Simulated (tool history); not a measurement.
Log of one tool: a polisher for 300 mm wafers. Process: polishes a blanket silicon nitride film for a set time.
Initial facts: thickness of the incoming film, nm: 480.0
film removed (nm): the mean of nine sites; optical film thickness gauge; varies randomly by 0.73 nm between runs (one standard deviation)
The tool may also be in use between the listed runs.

run    day  flow of slurry (ml/min)  pressure of the wafer on the pad (psi)  speed of the pad under the wafer (m/s)  polishing time (s)  film removed (nm)
  1  0.000                      135                                     2.7                                    0.92                  33             45.493
  2  0.104                      115                                     2.7                                    0.92                  33             43.141
  3  0.333                      125                                     2.9                                    0.92                  33             46.693
  4  0.562                      150                                     2.9                                    0.92                  33             49.180
  5  0.875                      155                                     3.1                                    0.92                  33             51.073
  6  1.129                      155                                     3.3                                    0.92                  33             55.406

Predict the results of run 7:
  7  1.417                      155                                     3.4                                    0.92                  33                  ?

film removed (nm): 57.449
